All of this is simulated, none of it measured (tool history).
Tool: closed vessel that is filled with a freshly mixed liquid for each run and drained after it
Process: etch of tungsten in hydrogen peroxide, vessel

| run | hour | temperature setpoint of the liquid (C) | concentration of hydrogen peroxide in the mixed liquid (% by weight) | time in the liquid (s) | thickness taken off the tungsten on a monitor wafer (angstrom) |
|---|---|---|---|---|---|
| 1 | 0 | 49 | 15.5 | 95 | 1508.8 |
| 2 | 3.3 | 48 | 15.5 | 95 | 1417.7 |
| 3 | 6.9 | 48 | 14 | 95 | 1342.1 |
| 4 | 9.3 | 48 | 12 | 95 | 1245.1 |
| 5 | 15.4 | 53.5 | 12 | 95 | 1754.5 |
| 6 | 16 | 53.5 | 14 | 95 | 1864.8 |
| 7 | 16.6 | 51.5 | 14 | 95 | 1659.8 |
| 8 | 21.4 | 50 | 14 | 95 | 1525 |
| 9 | 25.4 | 50 | 14 | 95 | 1521.7 |
| 10 | 26.9 | 49 | 14 | 95 | 1424.7 |
| 11 | 33.9 | 48 | 14 | 95 | 1337.2 |
| 12 | 38 | 47.5 | 14 | 95 | 1298.7 |

Run 13 comes next. What will it give?
| 13 | 40.4 | 47 | 14 | 95 | ? |

thickness taken off the tungsten on a monitor wafer (angstrom): 1251.4

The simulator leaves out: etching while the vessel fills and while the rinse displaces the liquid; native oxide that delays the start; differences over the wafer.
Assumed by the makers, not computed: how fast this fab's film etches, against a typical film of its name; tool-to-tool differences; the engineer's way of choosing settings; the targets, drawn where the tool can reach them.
